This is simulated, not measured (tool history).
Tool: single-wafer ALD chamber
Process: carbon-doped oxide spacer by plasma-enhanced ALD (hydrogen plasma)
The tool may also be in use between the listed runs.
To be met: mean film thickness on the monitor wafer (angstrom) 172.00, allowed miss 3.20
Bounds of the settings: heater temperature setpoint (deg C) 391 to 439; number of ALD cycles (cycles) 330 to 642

| run | hour | heater temperature setpoint (deg C) | number of ALD cycles (cycles) | mean film thickness on the monitor wafer (angstrom) |
|---|---|---|---|---|
| 1 | 0.0 | 415 | 486 | 230.67 |
| 2 | 9.1 | 415 | 423 | 198.31 |
| 3 | 18.0 | 420 | 423 | 195.92 |
| 4 | 26.5 | 425 | 423 | 192.05 |
| 5 | 30.2 | 426 | 419 | 189.92 |
| 6 | 36.4 | 426 | 477 | 215.63 |
| 7 | 45.8 | 427 | 468 | 209.74 |
| 8 | 54.8 | 428 | 461 | 206.84 |
| 9 | 63.4 | 436 | 383 | 166.93 |

4 next moves are on the table. One of them brings every result within its allowed miss. Which?
| A | 72.0 | 437 | 396 | ? |
| B | 72.0 | 438 | 384 | ? |
| C | 72.0 | 434 | 373 | ? |
| D | 72.0 | 439 | 380 | ? |

| move | mean film thickness on the monitor wafer (angstrom) |
|---|---|
| A | 171.93 |
| B | 166.06 |
| C | 163.87 |
| D | 163.68 |
A: meets every target
B: further off than the last run
C: further off than the last run
D: further off than the last run
The right move is A.
